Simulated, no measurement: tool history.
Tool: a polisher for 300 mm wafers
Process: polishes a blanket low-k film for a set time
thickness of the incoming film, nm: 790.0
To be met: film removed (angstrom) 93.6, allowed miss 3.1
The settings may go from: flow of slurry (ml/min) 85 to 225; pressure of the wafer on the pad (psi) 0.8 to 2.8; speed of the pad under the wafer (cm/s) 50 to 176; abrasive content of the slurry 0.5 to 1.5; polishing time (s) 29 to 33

run,hour,flow of slurry (ml/min),pressure of the wafer on the pad (psi),speed of the pad under the wafer (cm/s),abrasive content of the slurry,polishing time (s),film removed (angstrom)
1,0,145,1.8,112,1,33,165.35
2,6.4,145,1.8,98,1,33,145.06
3,10.2,145,1.5,98,1,33,125.52
4,14.4,175,1.5,98,1,33,127.85
5,23.4,190,1.5,98,1,33,126.94
6,27,190,1.5,98,1,29,112.87
7,27.7,190,1.4,98,1,29,106.53
8,35.6,190,1.3,98,1,29,97.664

Which of these 5 next moves meets every target?
A,43.5,190,1.3,98,1,31,?
B,43.5,205,1.1,102,1.05,33,?
C,43.5,205,1.3,100,1,29,?
D,43.5,160,1.2,104,0.9,33,?
E,43.5,205,1.1,102,1,31,?

move,film removed (angstrom)
A,106.27
B,103.37
C,102.04
D,100.53
E,94.47
A: further off than the last run
B: further off than the last run
C: further off than the last run
D: further off than the last run
E: meets every target
Answer: E
